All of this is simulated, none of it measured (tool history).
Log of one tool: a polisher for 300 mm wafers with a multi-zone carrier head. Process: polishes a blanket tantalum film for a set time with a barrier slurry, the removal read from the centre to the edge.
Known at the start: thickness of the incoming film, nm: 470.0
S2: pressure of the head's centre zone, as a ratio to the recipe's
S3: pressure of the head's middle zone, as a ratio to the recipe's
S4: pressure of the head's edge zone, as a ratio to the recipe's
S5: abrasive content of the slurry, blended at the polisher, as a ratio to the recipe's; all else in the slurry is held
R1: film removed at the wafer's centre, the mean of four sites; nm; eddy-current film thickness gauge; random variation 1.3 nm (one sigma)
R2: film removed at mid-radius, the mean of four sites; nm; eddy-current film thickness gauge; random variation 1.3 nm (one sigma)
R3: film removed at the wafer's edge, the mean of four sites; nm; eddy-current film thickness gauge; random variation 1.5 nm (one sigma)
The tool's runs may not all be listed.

run 1 hour=0.0 | flow_of_slurry_(ml/min)=155 S2=1.00 S3=1.00 S4=1.00 S5=1.00 polishing_time_(s)=86 | R1=154.66 R2=138.46 R3=141.05
run 2 hour=8.7 | flow_of_slurry_(ml/min)=155 S2=1.05 S3=1.00 S4=1.00 S5=1.00 polishing_time_(s)=86 | R1=160.94 R2=141.38 R3=143.48
run 3 hour=17.1 | flow_of_slurry_(ml/min)=155 S2=1.08 S3=1.00 S4=1.00 S5=1.00 polishing_time_(s)=86 | R1=167.32 R2=138.67 R3=146.79
run 4 hour=17.8 | flow_of_slurry_(ml/min)=155 S2=1.11 S3=1.00 S4=1.00 S5=1.00 polishing_time_(s)=86 | R1=169.81 R2=140.37 R3=141.47
run 5 hour=20.6 | flow_of_slurry_(ml/min)=140 S2=1.11 S3=1.00 S4=1.00 S5=1.00 polishing_time_(s)=86 | R1=171.25 R2=139.11 R3=144.95
-- hour=22.3 centre zone pressure recalibrated
run 6 hour=22.3 | flow_of_slurry_(ml/min)=140 S2=1.07 S3=0.97 S4=1.00 S5=0.95 polishing_time_(s)=86 | R1=144.61 R2=132.99 R3=138.27

The next listed run, before its measurement:
run 7 hour=26.3 | flow_of_slurry_(ml/min)=145 S2=1.09 S3=0.95 S4=1.03 S5=0.95 polishing_time_(s)=84 | R1=? R2=? R3=?

Run 7 gave R1 146.13 nm, R2 130.34 nm, R3 139.67 nm.

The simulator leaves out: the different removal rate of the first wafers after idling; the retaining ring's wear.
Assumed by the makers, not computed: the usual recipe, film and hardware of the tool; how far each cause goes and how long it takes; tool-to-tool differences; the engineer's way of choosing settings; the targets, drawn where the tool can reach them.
